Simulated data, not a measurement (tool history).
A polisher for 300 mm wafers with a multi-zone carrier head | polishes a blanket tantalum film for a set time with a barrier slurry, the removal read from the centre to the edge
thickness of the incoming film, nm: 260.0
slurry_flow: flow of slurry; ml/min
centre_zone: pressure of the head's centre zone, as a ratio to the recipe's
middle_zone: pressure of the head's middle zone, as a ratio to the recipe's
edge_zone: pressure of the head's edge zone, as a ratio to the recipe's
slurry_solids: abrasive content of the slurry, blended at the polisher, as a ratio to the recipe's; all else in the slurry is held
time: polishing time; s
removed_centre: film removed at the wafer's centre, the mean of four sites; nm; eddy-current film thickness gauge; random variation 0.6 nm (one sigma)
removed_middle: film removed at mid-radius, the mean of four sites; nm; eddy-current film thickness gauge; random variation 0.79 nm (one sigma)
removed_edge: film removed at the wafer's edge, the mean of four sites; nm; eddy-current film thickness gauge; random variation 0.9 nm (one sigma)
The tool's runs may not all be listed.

run 1 hour=0.0 | slurry_flow=200 centre_zone=1.00 middle_zone=1.00 edge_zone=1.00 slurry_solids=1.00 time=66 | removed_centre=97.128 removed_middle=96.094 removed_edge=93.426
run 2 hour=3.8 | slurry_flow=190 centre_zone=0.96 middle_zone=0.99 edge_zone=0.99 slurry_solids=0.95 time=66 | removed_centre=90.349 removed_middle=91.746 removed_edge=93.257
run 3 hour=11.0 | slurry_flow=185 centre_zone=0.94 middle_zone=1.00 edge_zone=0.97 slurry_solids=0.90 time=66 | removed_centre=86.905 removed_middle=91.080 removed_edge=90.746
run 4 hour=13.5 | slurry_flow=185 centre_zone=0.94 middle_zone=1.00 edge_zone=1.04 slurry_solids=0.90 time=66 | removed_centre=87.564 removed_middle=91.476 removed_edge=91.972
run 5 hour=14.7 | slurry_flow=180 centre_zone=0.93 middle_zone=1.00 edge_zone=1.03 slurry_solids=0.85 time=66 | removed_centre=84.789 removed_middle=91.268 removed_edge=89.900
run 6 hour=21.7 | slurry_flow=180 centre_zone=0.93 middle_zone=1.00 edge_zone=1.03 slurry_solids=0.70 time=66 | removed_centre=76.693 removed_middle=81.834 removed_edge=79.637
run 7 hour=26.1 | slurry_flow=180 centre_zone=0.92 middle_zone=1.00 edge_zone=1.04 slurry_solids=0.70 time=66 | removed_centre=75.678 removed_middle=82.509 removed_edge=80.957
run 8 hour=31.4 | slurry_flow=180 centre_zone=0.91 middle_zone=1.00 edge_zone=1.05 slurry_solids=0.70 time=66 | removed_centre=74.096 removed_middle=82.237 removed_edge=82.346
run 9 hour=36.9 | slurry_flow=185 centre_zone=0.91 middle_zone=1.00 edge_zone=1.06 slurry_solids=0.70 time=66 | removed_centre=75.559 removed_middle=80.644 removed_edge=82.094

Forecast run 10:
run 10 hour=43.2 | slurry_flow=185 centre_zone=0.91 middle_zone=1.01 edge_zone=1.06 slurry_solids=0.70 time=66 | removed_centre=? removed_middle=? removed_edge=?

removed_centre: 74.881 nm
removed_middle: 83.308 nm
removed_edge: 84.449 nm

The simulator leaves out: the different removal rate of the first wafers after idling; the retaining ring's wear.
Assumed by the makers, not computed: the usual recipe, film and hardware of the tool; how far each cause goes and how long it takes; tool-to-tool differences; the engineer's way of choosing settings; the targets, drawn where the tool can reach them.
